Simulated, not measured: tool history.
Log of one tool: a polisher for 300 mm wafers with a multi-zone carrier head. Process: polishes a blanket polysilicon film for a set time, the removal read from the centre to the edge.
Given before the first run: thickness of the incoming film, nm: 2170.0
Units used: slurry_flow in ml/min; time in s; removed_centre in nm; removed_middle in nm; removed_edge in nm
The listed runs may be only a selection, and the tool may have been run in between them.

run 1 hour=0.0 | slurry_flow=180 centre_zone=1.00 middle_zone=1.00 edge_zone=1.00 time=84 | removed_centre=597.02 removed_middle=597.04 removed_edge=586.35
run 2 hour=6.6 | slurry_flow=170 centre_zone=0.97 middle_zone=0.97 edge_zone=0.97 time=76 | removed_centre=516.44 removed_middle=514.92 removed_edge=521.27
run 3 hour=7.3 | slurry_flow=215 centre_zone=0.97 middle_zone=0.97 edge_zone=0.97 time=76 | removed_centre=545.44 removed_middle=524.99 removed_edge=543.25
run 4 hour=12.2 | slurry_flow=215 centre_zone=0.97 middle_zone=0.92 edge_zone=0.97 time=76 | removed_centre=540.26 removed_middle=514.56 removed_edge=532.98
run 5 hour=13.6 | slurry_flow=215 centre_zone=0.97 middle_zone=0.92 edge_zone=1.03 time=76 | removed_centre=534.36 removed_middle=502.43 removed_edge=544.05
run 6 hour=19.4 | slurry_flow=200 centre_zone=0.95 middle_zone=0.91 edge_zone=0.99 time=70 | removed_centre=478.85 removed_middle=462.25 removed_edge=491.48
run 7 hour=21.3 | slurry_flow=185 centre_zone=0.93 middle_zone=0.90 edge_zone=0.97 time=65 | removed_centre=432.81 removed_middle=420.47 removed_edge=444.71
run 8 hour=23.3 | slurry_flow=135 centre_zone=0.83 middle_zone=0.88 edge_zone=0.93 time=42 | removed_centre=235.63 removed_middle=251.26 removed_edge=271.71

What does the tool deliver on the next run?
run 9 hour=27.7 | slurry_flow=145 centre_zone=0.83 middle_zone=0.88 edge_zone=0.93 time=42 | removed_centre=? removed_middle=? removed_edge=?

removed_centre: 239.44 nm
removed_middle: 254.59 nm
removed_edge: 277.79 nm
